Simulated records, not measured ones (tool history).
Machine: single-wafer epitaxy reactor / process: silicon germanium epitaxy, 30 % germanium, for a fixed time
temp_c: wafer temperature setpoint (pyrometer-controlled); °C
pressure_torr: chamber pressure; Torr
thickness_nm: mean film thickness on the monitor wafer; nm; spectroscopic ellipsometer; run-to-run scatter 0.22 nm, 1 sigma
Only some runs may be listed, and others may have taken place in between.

run,hour,temp_c,pressure_torr,thickness_nm
1,0.0,580,25.9,41.007
2,3.9,580,21.9,36.925
3,7.1,573,21.9,31.905
4,10.9,577,21.9,35.024
5,11.8,577,23.9,36.894
6,20.3,579,23.9,38.228
7,29.0,581,23.9,39.539
8,37.9,582,23.9,40.462
9,44.4,583,23.9,41.360

Expected results for the next run?
10,50.1,584,23.9,?

thickness_nm: 42.047 nm
